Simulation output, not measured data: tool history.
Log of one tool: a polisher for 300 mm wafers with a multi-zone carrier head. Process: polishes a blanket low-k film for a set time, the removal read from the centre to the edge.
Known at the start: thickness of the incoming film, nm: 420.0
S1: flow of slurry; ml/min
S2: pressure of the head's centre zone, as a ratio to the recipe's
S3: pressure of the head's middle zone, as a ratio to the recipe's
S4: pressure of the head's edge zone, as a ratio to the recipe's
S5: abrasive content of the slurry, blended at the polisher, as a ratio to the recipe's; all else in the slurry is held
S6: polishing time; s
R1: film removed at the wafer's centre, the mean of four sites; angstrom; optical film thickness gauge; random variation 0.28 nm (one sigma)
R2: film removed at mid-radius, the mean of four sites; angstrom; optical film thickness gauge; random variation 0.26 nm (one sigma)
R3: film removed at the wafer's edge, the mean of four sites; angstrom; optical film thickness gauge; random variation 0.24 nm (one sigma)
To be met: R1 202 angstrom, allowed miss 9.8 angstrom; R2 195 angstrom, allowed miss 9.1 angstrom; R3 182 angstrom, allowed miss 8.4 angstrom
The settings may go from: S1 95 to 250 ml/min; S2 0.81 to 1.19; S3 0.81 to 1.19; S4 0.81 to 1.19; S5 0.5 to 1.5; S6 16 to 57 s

Run 1, hour 0: S1 160 ml/min, S2 1, S3 1, S4 1, S5 1, S6 36 s. Result: R1 148.35 angstrom, R2 150.69 angstrom, R3 152.39 angstrom.
Run 2, hour 5.9: S1 180 ml/min, S2 1, S3 1, S4 1, S5 1, S6 36 s. Result: R1 152.02 angstrom, R2 154.22 angstrom, R3 156.44 angstrom.
Run 3, hour 7.6: S1 190 ml/min, S2 1.03, S3 1.03, S4 1.01, S5 1.05, S6 36 s. Result: R1 162.13 angstrom, R2 159.24 angstrom, R3 158.58 angstrom.
Run 4, hour 16.2: S1 190 ml/min, S2 1.03, S3 1.03, S4 1.01, S5 1.05, S6 32 s. Result: R1 143.31 angstrom, R2 143.12 angstrom, R3 138.58 angstrom.
Run 5, hour 21.8: S1 195 ml/min, S2 1.04, S3 1.04, S4 1.01, S5 1.15, S6 33 s. Result: R1 156.45 angstrom, R2 153.9 angstrom, R3 151.76 angstrom.
Run 6, hour 25.1: S1 195 ml/min, S2 1.04, S3 1.04, S4 0.94, S5 1.15, S6 33 s. Result: R1 155.89 angstrom, R2 153.68 angstrom, R3 145.23 angstrom.
Run 7, hour 27: S1 200 ml/min, S2 1.05, S3 1.06, S4 0.95, S5 1.25, S6 33 s. Result: R1 163.75 angstrom, R2 160.79 angstrom, R3 152.53 angstrom.
Run 8, hour 33.7: S1 205 ml/min, S2 1.06, S3 1.08, S4 0.96, S5 1.3, S6 34 s. Result: R1 173.12 angstrom, R2 172.23 angstrom, R3 159.12 angstrom.
Run 9, hour 35.5: S1 205 ml/min, S2 1.07, S3 1.08, S4 0.97, S5 1.35, S6 34 s. Result: R1 181.54 angstrom, R2 173.1 angstrom, R3 164.72 angstrom.
Run 10, hour 41.5: S1 205 ml/min, S2 1.07, S3 1.08, S4 0.97, S5 1.35, S6 34 s. Result: R1 178.51 angstrom, R2 169.73 angstrom, R3 162.35 angstrom.
Run 11, hour 50.4: S1 210 ml/min, S2 1.07, S3 1.09, S4 0.97, S5 1.4, S6 35 s. Result: R1 189.07 angstrom, R2 185.01 angstrom, R3 172.09 angstrom.

4 next moves are on the table. One of them brings every result within its allowed miss. Which?
Run A, hour 59.3: S1 205 ml/min, S2 0.92, S3 1.02, S4 1.08, S5 1.35, S6 37 s. Result: R1 ?, R2 ?, R3 ?.
Run B, hour 59.3: S1 185 ml/min, S2 1.12, S3 1.1, S4 1.03, S5 1.5, S6 36 s. Result: R1 ?, R2 ?, R3 ?.
Run C, hour 59.3: S1 210 ml/min, S2 1.15, S3 1.06, S4 0.95, S5 1.5, S6 32 s. Result: R1 ?, R2 ?, R3 ?.
Run D, hour 59.3: S1 240 ml/min, S2 1.09, S3 1.09, S4 0.91, S5 1.4, S6 34 s. Result: R1 ?, R2 ?, R3 ?.

move      R1      R2      R3
   A  163.35  184.27  180.24
   B  197.66  195.06  176.08
   C  183.99  170.98  153.64
   D  184.43  184.94  158.83
A: further off than the last run
B: meets every target
C: further off than the last run
D: further off than the last run
Move B is the one to make.

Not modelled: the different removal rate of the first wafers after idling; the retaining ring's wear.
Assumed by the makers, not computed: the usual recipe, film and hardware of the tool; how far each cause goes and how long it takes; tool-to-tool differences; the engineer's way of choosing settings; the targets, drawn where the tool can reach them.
